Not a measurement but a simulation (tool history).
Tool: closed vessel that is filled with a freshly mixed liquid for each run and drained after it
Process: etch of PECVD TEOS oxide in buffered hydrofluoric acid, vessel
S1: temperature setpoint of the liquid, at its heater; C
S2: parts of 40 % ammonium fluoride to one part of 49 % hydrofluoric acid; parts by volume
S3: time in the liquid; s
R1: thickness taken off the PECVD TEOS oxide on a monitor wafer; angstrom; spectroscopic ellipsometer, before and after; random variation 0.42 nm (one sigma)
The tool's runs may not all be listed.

run	day	S1	S2	S3	R1
1	0.000	24.0	20.5	105	783.55
2	0.312	23.0	20.5	105	742.77
3	0.600	26.5	20.5	105	883.91
4	0.779	25.0	20.5	105	812.90
5	1.104	25.0	20.5	105	814.53
6	1.279	24.0	20.5	105	770.69
7	1.325	23.0	20.5	105	721.09

The next listed run, before its measurement:
8	1.471	22.5	20.5	105	?

{"run 8": {"R1": 696.72}}
